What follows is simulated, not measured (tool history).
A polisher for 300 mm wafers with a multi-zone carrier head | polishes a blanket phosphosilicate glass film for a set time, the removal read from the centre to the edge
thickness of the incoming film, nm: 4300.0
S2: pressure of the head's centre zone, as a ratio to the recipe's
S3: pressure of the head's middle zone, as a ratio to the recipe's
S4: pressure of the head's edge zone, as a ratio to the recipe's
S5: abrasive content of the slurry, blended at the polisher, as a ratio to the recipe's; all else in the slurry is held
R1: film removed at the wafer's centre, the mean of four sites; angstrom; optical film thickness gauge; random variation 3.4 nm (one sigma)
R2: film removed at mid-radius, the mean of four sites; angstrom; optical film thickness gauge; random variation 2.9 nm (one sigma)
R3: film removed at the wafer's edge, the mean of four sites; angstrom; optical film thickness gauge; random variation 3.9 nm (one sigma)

Run 1, day 0.000: flow of slurry (ml/min) 170, S2 1.00, S3 1.00, S4 1.00, S5 1.00, polishing time (s) 77. Result: R1 7933.4 angstrom, R2 7820.3 angstrom, R3 7887.6 angstrom.
Run 2, day 0.121: flow of slurry (ml/min) 160, S2 0.98, S3 0.97, S4 0.97, S5 0.90, polishing time (s) 67. Result: R1 6206.1 angstrom, R2 6054.1 angstrom, R3 6404.4 angstrom.
Run 3, day 0.288: flow of slurry (ml/min) 160, S2 1.06, S3 0.97, S4 0.97, S5 0.90, polishing time (s) 67. Result: R1 6789.1 angstrom, R2 6146.5 angstrom, R3 6324.2 angstrom.
Run 4, day 0.625: flow of slurry (ml/min) 160, S2 1.06, S3 1.03, S4 0.97, S5 0.90, polishing time (s) 67. Result: R1 6600.6 angstrom, R2 6489.8 angstrom, R3 6381.0 angstrom.
Run 5, day 0.962: flow of slurry (ml/min) 160, S2 1.06, S3 1.06, S4 0.97, S5 0.90, polishing time (s) 67. Result: R1 6787.5 angstrom, R2 6543.7 angstrom, R3 6267.3 angstrom.
Run 6, day 1.021: flow of slurry (ml/min) 160, S2 1.14, S3 1.06, S4 0.97, S5 0.90, polishing time (s) 67. Result: R1 7264.0 angstrom, R2 6619.9 angstrom, R3 6519.8 angstrom.
Run 7, day 1.212: flow of slurry (ml/min) 150, S2 1.09, S3 1.02, S4 0.96, S5 0.80, polishing time (s) 61. Result: R1 5735.1 angstrom, R2 5279.4 angstrom, R3 5212.4 angstrom.
Run 8, day 1.500: flow of slurry (ml/min) 140, S2 1.04, S3 0.99, S4 0.96, S5 0.75, polishing time (s) 59. Result: R1 4893.1 angstrom, R2 4791.1 angstrom, R3 4835.6 angstrom.
Run 9, day 1.850: flow of slurry (ml/min) 135, S2 1.03, S3 0.96, S4 0.94, S5 0.70, polishing time (s) 57. Result: R1 4492.8 angstrom, R2 4212.2 angstrom, R3 4354.7 angstrom.
Run 10, day 2.108: flow of slurry (ml/min) 130, S2 1.00, S3 0.94, S4 0.92, S5 0.65, polishing time (s) 57. Result: R1 4050.0 angstrom, R2 3888.3 angstrom, R3 4124.1 angstrom.
Run 11, day 2.250: flow of slurry (ml/min) 125, S2 0.99, S3 0.93, S4 0.90, S5 0.60, polishing time (s) 57. Result: R1 3711.5 angstrom, R2 3584.8 angstrom, R3 3711.7 angstrom.
Run 12, day 2.621: flow of slurry (ml/min) 120, S2 0.97, S3 0.91, S4 0.88, S5 0.60, polishing time (s) 57. Result: R1 3545.1 angstrom, R2 3468.6 angstrom, R3 3763.2 angstrom.
Run 13, day 2.679: flow of slurry (ml/min) 120, S2 0.97, S3 0.91, S4 0.87, S5 0.60, polishing time (s) 57. Result: R1 3599.0 angstrom, R2 3430.7 angstrom, R3 3595.0 angstrom.
Run 14, day 2.925: flow of slurry (ml/min) 110, S2 0.87, S3 0.84, S4 0.82, S5 0.50, polishing time (s) 57. Result: R1 2686.2 angstrom, R2 2616.5 angstrom, R3 2943.8 angstrom.
Run 15, day 2.979: flow of slurry (ml/min) 125, S2 0.87, S3 0.85, S4 0.82, S5 0.50, polishing time (s) 57. Result: R1 2724.3 angstrom, R2 2810.5 angstrom, R3 2982.0 angstrom.
Run 16, day 3.242: flow of slurry (ml/min) 130, S2 0.88, S3 0.84, S4 0.83, S5 0.50, polishing time (s) 57. Result: R1 2770.5 angstrom, R2 2830.4 angstrom, R3 2999.7 angstrom.

The next listed run, before its measurement:
Run 17, day 3.367: flow of slurry (ml/min) 135, S2 0.89, S3 0.84, S4 0.85, S5 0.50, polishing time (s) 57. Result: R1 ?, R2 ?, R3 ?.

{"run 17": {"R1": 2846.1, "R2": 2782.7, "R3": 3112.6}}

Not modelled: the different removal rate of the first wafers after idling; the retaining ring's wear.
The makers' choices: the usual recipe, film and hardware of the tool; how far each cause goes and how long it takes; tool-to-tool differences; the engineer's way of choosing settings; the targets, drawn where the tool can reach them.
